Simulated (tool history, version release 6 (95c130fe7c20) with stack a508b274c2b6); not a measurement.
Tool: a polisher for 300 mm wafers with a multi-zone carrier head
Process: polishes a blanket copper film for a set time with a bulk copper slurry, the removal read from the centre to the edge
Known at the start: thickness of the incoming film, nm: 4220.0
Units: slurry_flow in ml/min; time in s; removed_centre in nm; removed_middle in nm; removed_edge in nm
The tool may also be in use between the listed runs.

run	hour	slurry_flow	centre_zone	middle_zone	edge_zone	slurry_solids	time	removed_centre	removed_middle	removed_edge
1	0.0	170	1.00	1.00	1.00	1.00	70	665.35	652.69	688.64
2	8.0	155	0.97	0.95	0.96	0.85	66	571.55	566.02	612.11
3	16.5	120	0.97	0.95	0.96	0.85	66	537.39	540.56	586.59
4	18.6	120	1.04	0.95	0.96	0.85	66	579.79	537.50	584.80
5	27.2	115	1.02	0.92	0.94	0.75	63	524.98	483.03	533.80
6	32.5	110	0.99	0.89	0.92	0.65	62	484.55	448.17	508.20
7	33.5	110	0.97	0.87	0.90	0.60	61	468.14	428.04	489.78
8	40.5	110	0.97	0.87	0.90	0.60	61	451.49	428.30	491.37
9	48.0	110	0.97	0.86	0.88	0.55	61	453.39	422.61	482.75
10	51.3	110	0.96	0.85	0.87	0.55	61	451.18	414.47	482.19

Forecast run 11:
11	59.4	110	0.95	0.85	0.86	0.55	60	?	?	?

removed_centre: 438.61 nm
removed_middle: 412.18 nm
removed_edge: 462.86 nm
